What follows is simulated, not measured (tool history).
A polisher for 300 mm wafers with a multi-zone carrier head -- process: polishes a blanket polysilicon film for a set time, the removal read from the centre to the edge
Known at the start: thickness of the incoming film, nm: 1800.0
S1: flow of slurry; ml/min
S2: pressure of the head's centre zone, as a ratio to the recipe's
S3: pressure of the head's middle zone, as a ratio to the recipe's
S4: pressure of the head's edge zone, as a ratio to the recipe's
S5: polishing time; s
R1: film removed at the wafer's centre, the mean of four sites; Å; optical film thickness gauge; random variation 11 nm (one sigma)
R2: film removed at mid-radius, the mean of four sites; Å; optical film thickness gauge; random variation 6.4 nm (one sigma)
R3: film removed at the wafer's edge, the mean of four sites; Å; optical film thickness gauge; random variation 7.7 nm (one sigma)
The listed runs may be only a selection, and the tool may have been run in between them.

{"run": 1, "hour": 0.0, "S1": 245, "S2": 1.0, "S3": 1.0, "S4": 1.0, "S5": 67, "R1": 4825.8, "R2": 4927.0, "R3": 4858.6}
{"run": 2, "hour": 8.2, "S1": 245, "S2": 1.0, "S3": 1.0, "S4": 1.0, "S5": 74, "R1": 5505.1, "R2": 5530.9, "R3": 5276.7}
{"run": 3, "hour": 13.5, "S1": 245, "S2": 1.0, "S3": 0.93, "S4": 1.0, "S5": 74, "R1": 5545.8, "R2": 5155.7, "R3": 5375.8}
{"run": 4, "hour": 14.9, "S1": 250, "S2": 1.02, "S3": 0.94, "S4": 1.0, "S5": 75, "R1": 5708.2, "R2": 5250.7, "R3": 5489.5}
{"run": 5, "hour": 16.6, "S1": 285, "S2": 1.02, "S3": 0.94, "S4": 1.0, "S5": 75, "R1": 5887.7, "R2": 5343.2, "R3": 5626.2}
{"hour": 22.3, "done": "slurry nozzle cleaned"}
{"run": 6, "hour": 22.3, "S1": 310, "S2": 1.02, "S3": 0.94, "S4": 1.0, "S5": 75, "R1": 5813.6, "R2": 5392.7, "R3": 5489.9}
{"run": 7, "hour": 29.8, "S1": 310, "S2": 1.04, "S3": 0.95, "S4": 0.99, "S5": 76, "R1": 6194.0, "R2": 5575.9, "R3": 5669.9}
{"run": 8, "hour": 38.6, "S1": 310, "S2": 1.05, "S3": 0.96, "S4": 0.98, "S5": 76, "R1": 6012.0, "R2": 5609.4, "R3": 5452.0}
{"run": 9, "hour": 42.4, "S1": 310, "S2": 1.07, "S3": 0.96, "S4": 0.98, "S5": 77, "R1": 6414.4, "R2": 5735.9, "R3": 5568.1}

Run 10, settings as shown, results not yet in. Your forecast:
{"run": 10, "hour": 46.7, "S1": 310, "S2": 1.08, "S3": 0.96, "S4": 0.98, "S5": 77, "R1": "?", "R2": "?", "R3": "?"}

Run 10 produced R1 6270.5 Å, R2 5666.8 Å, R3 5560.6 Å.

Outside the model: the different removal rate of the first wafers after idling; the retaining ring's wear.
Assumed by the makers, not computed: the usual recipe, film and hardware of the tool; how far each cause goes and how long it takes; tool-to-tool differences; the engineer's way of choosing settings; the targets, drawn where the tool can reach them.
